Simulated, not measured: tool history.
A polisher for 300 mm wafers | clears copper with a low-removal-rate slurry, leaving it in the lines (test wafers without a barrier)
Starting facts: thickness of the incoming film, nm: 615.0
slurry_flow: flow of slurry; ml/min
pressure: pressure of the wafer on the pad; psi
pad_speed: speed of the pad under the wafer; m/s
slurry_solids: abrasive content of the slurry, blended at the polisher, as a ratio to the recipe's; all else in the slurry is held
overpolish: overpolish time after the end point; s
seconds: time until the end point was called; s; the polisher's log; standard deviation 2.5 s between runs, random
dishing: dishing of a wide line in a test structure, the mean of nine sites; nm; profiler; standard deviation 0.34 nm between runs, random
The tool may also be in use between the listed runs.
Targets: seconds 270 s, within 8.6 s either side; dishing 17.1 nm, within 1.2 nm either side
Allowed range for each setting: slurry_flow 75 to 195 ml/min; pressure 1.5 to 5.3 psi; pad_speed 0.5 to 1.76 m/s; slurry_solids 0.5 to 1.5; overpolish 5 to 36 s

run 1 day=0 | slurry_flow=125 pressure=3.4 pad_speed=1.12 slurry_solids=1 overpolish=18 | seconds=189.2 dishing=44.478
run 2 day=0.321 | slurry_flow=95 pressure=3.4 pad_speed=1.12 slurry_solids=1 overpolish=18 | seconds=202.09 dishing=41.206
run 3 day=0.675 | slurry_flow=95 pressure=3.1 pad_speed=1.12 slurry_solids=1 overpolish=14 | seconds=217.91 dishing=30.521
run 4 day=0.958 | slurry_flow=95 pressure=2.9 pad_speed=1.12 slurry_solids=1 overpolish=12 | seconds=229.67 dishing=25.383
run 5 day=1.292 | slurry_flow=95 pressure=2.7 pad_speed=1.12 slurry_solids=1 overpolish=11 | seconds=244.15 dishing=22.651
run 6 day=1.6 | slurry_flow=95 pressure=2.7 pad_speed=1.12 slurry_solids=0.8 overpolish=11 | seconds=258.63 dishing=21.857
run 7 day=1.954 | slurry_flow=95 pressure=2.7 pad_speed=1.12 slurry_solids=0.8 overpolish=10 | seconds=258.12 dishing=20.011
run 8 day=2.038 | slurry_flow=90 pressure=2.5 pad_speed=1.12 slurry_solids=0.8 overpolish=7 | seconds=277.94 dishing=12.85

Exactly one of the 4 candidate moves below puts every result within its allowed miss. Which one?
run A day=2.121 | slurry_flow=85 pressure=2.3 pad_speed=1.2 slurry_solids=0.9 overpolish=9 | seconds=? dishing=?
run B day=2.121 | slurry_flow=90 pressure=3.1 pad_speed=0.94 slurry_solids=0.8 overpolish=11 | seconds=? dishing=?
run C day=2.121 | slurry_flow=85 pressure=2.5 pad_speed=1.12 slurry_solids=0.95 overpolish=8 | seconds=? dishing=?
run D day=2.121 | slurry_flow=100 pressure=2.5 pad_speed=1.22 slurry_solids=0.85 overpolish=7 | seconds=? dishing=?

move=A seconds=272.28 dishing=16.707
move=B seconds=274.03 dishing=20.11
move=C seconds=268.31 dishing=15.191
move=D seconds=246.03 dishing=14.536
A: every result lands within tolerance
B: takes the result that was furthest off past its target
C: gains on the last run, yet a result remains outside its allowed miss
D: gains on the last run, yet a result remains outside its allowed miss
So the answer is move A, the one that meets all the targets.

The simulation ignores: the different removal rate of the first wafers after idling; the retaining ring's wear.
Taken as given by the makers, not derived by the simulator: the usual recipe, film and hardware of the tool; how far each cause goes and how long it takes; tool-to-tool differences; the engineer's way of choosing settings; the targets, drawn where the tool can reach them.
